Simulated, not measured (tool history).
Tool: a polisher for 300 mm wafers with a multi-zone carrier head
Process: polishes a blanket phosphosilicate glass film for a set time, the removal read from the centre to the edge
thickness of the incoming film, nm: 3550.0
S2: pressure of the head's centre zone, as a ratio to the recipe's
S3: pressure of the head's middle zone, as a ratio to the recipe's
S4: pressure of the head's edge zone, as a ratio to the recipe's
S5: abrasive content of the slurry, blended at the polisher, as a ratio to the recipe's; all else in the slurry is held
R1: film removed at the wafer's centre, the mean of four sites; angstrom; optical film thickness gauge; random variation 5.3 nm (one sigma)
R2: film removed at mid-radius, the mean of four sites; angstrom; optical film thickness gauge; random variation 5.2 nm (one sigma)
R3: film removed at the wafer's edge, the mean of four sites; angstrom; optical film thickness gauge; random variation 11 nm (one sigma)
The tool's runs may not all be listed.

Run 1, day 0: flow of slurry (ml/min) 260, S2 1, S3 1, S4 1, S5 1, polishing time (s) 86. Result: R1 6693.3 angstrom, R2 6594.8 angstrom, R3 6633 angstrom.
Run 2, day 0.325: flow of slurry (ml/min) 265, S2 1, S3 1, S4 1.02, S5 1.05, polishing time (s) 86. Result: R1 6802.1 angstrom, R2 6665.6 angstrom, R3 7099.4 angstrom.
Run 3, day 0.496: flow of slurry (ml/min) 265, S2 1, S3 1, S4 0.98, S5 1.05, polishing time (s) 86. Result: R1 6869.5 angstrom, R2 6673.6 angstrom, R3 6779.9 angstrom.
Run 4, day 0.825: flow of slurry (ml/min) 265, S2 1, S3 0.94, S4 0.98, S5 1.05, polishing time (s) 86. Result: R1 6778.8 angstrom, R2 6438.8 angstrom, R3 6725 angstrom.
Run 5, day 1.067: flow of slurry (ml/min) 265, S2 1, S3 1.02, S4 0.98, S5 1.05, polishing time (s) 86. Result: R1 6803.6 angstrom, R2 6780.5 angstrom, R3 6649.2 angstrom.
Run 6, day 1.175: flow of slurry (ml/min) 265, S2 1, S3 1.02, S4 0.93, S5 1.05, polishing time (s) 86. Result: R1 6847.1 angstrom, R2 6807.9 angstrom, R3 6429.1 angstrom.
Run 7, day 1.462: flow of slurry (ml/min) 270, S2 1.01, S3 1.02, S4 0.95, S5 1.05, polishing time (s) 86. Result: R1 6973.3 angstrom, R2 6831.7 angstrom, R3 6524.3 angstrom.

Run 8 comes next. What will it give?
Run 8, day 1.775: flow of slurry (ml/min) 275, S2 1.01, S3 1.02, S4 0.97, S5 1.05, polishing time (s) 86. Result: R1 ?, R2 ?, R3 ?.

Run 8 gave R1 6978 angstrom, R2 6937.7 angstrom, R3 6720.6 angstrom.
